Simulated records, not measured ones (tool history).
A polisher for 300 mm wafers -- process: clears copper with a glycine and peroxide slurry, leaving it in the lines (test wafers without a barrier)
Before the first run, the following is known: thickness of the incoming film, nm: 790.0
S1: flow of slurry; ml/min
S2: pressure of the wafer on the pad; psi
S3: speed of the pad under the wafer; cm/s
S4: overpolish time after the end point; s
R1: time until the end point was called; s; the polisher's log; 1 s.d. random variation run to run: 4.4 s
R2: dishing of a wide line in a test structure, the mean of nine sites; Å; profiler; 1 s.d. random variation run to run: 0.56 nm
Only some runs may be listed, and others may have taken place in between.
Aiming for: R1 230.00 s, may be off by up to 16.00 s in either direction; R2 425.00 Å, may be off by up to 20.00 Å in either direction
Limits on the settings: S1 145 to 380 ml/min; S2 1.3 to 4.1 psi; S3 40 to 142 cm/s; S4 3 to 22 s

run,hour,S1,S2,S3,S4,R1,R2
1,0.0,245,2.7,90,11,144.68,401.19
2,1.5,245,2.7,90,8,137.05,298.98
3,5.5,245,2.5,90,8,150.18,288.17
4,14.2,245,2.5,104,8,134.88,318.45
5,16.2,275,2.5,104,8,132.56,314.74
6,23.7,275,2.9,104,8,116.84,355.74
7,28.6,275,2.5,100,10,134.46,371.35
8,35.0,260,2.2,96,12,152.37,406.27
9,39.6,250,1.5,74,17,216.40,398.26
10,44.0,245,1.4,74,18,236.89,401.67
11,48.4,250,1.4,74,18,230.40,395.27

Next run, 5 choices. One meets every target within its allowed miss, the rest don't. Which?
A,52.8,270,1.7,78,17,?,?
B,52.8,240,1.4,76,16,?,?
C,52.8,305,1.3,94,17,?,?
D,52.8,240,2.0,58,19,?,?
E,52.8,205,1.3,98,20,?,?

move,R1,R2
A,198.84,426.05
B,223.77,367.46
C,193.70,429.88
D,229.72,420.80
E,196.90,480.60
A: the furthest-off result lands on target, but another misses its tolerance
B: its largest miss is bigger than the last run's
C: the furthest-off result lands on target, but another misses its tolerance
D: hits every target within its allowed miss
E: the result that was furthest off in the last run now lies on the other side of its target
Move D is the one to make.
